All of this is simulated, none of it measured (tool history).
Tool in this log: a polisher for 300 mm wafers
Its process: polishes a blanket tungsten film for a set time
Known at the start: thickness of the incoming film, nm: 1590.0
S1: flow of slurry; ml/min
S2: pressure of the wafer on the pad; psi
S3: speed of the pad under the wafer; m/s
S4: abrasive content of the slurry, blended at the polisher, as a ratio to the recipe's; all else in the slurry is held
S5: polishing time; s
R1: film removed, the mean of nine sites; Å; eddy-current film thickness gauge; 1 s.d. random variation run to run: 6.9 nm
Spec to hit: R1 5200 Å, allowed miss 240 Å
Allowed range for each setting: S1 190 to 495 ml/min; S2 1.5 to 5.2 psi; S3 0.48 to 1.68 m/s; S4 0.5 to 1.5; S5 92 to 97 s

| run | hour | S1 | S2 | S3 | S4 | S5 | R1 |
|---|---|---|---|---|---|---|---|
| 1 | 0 | 320 | 3.3 | 1.08 | 1 | 92 | 4131.9 |
| 2 | 3.9 | 320 | 3.3 | 1.08 | 0.9 | 92 | 3900 |
| 3 | 7.8 | 320 | 3.4 | 1.08 | 0.9 | 92 | 4108 |
| 4 | 11.5 | 320 | 3.4 | 1.08 | 1.05 | 92 | 4251.8 |
| 5 | 13.1 | 320 | 3.5 | 1.08 | 1.05 | 92 | 4396 |
| 6 | 21.5 | 320 | 3.6 | 1.08 | 1.05 | 92 | 4557.6 |
| 7 | 28.4 | 320 | 3.7 | 1.08 | 1.05 | 92 | 4617 |
| 8 | 37.4 | 320 | 3.8 | 1.08 | 1.05 | 92 | 4537.5 |
| 9 | 45.5 | 320 | 3.9 | 1.08 | 1.05 | 92 | 4746.3 |
| 10 | 50 | 320 | 4 | 1.08 | 1.05 | 92 | 4897.3 |
| 11 | 55.8 | 320 | 4.1 | 1.08 | 1.05 | 92 | 4943 |

Which of these 5 next moves meets every target?
| A | 61.6 | 230 | 3.7 | 1.16 | 1.05 | 92 | ? |
| B | 61.6 | 270 | 3.5 | 1.22 | 0.95 | 92 | ? |
| C | 61.6 | 395 | 4.5 | 1 | 0.9 | 92 | ? |
| D | 61.6 | 285 | 3.7 | 1.2 | 1.35 | 92 | ? |
| E | 61.6 | 335 | 4 | 1.04 | 1.1 | 92 | ? |

| move | R1 |
|---|---|
| A | 4667.8 |
| B | 4656.8 |
| C | 4844 |
| D | 5230.3 |
| E | 4701.9 |
A: misses by more than the last run did
B: misses by more than the last run did
C: misses by more than the last run did
D: all results land within tolerance of their targets
E: misses by more than the last run did
The right move is D.
